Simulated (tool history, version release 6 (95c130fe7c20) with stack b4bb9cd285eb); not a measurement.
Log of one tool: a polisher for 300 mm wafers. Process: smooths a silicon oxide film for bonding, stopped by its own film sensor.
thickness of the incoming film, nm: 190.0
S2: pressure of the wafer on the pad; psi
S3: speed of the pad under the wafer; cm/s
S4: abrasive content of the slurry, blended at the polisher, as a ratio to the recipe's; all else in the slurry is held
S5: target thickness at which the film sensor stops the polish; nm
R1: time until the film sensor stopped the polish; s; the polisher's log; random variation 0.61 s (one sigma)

{"run": 1, "hour": 0.0, "flow of slurry (ml/min)": 215, "S2": 2.7, "S3": 96, "S4": 1.0, "S5": 172, "R1": 17.709}
{"run": 2, "hour": 1.9, "flow of slurry (ml/min)": 215, "S2": 2.7, "S3": 114, "S4": 1.0, "S5": 172, "R1": 15.252}
{"run": 3, "hour": 3.0, "flow of slurry (ml/min)": 215, "S2": 2.4, "S3": 108, "S4": 1.0, "S5": 172, "R1": 17.367}
{"run": 4, "hour": 10.6, "flow of slurry (ml/min)": 215, "S2": 2.4, "S3": 108, "S4": 1.2, "S5": 172, "R1": 16.068}
{"run": 5, "hour": 12.2, "flow of slurry (ml/min)": 215, "S2": 2.4, "S3": 98, "S4": 1.2, "S5": 172, "R1": 18.419}
{"run": 6, "hour": 16.6, "flow of slurry (ml/min)": 215, "S2": 2.2, "S3": 94, "S4": 1.2, "S5": 172, "R1": 20.133}
{"run": 7, "hour": 24.8, "flow of slurry (ml/min)": 215, "S2": 2.0, "S3": 90, "S4": 1.2, "S5": 172, "R1": 22.239}
{"run": 8, "hour": 28.1, "flow of slurry (ml/min)": 215, "S2": 1.9, "S3": 86, "S4": 1.2, "S5": 172, "R1": 25.035}

The next listed run, before its measurement:
{"run": 9, "hour": 32.6, "flow of slurry (ml/min)": 215, "S2": 1.8, "S3": 84, "S4": 1.2, "S5": 172, "R1": "?"}

R1: 25.718 s
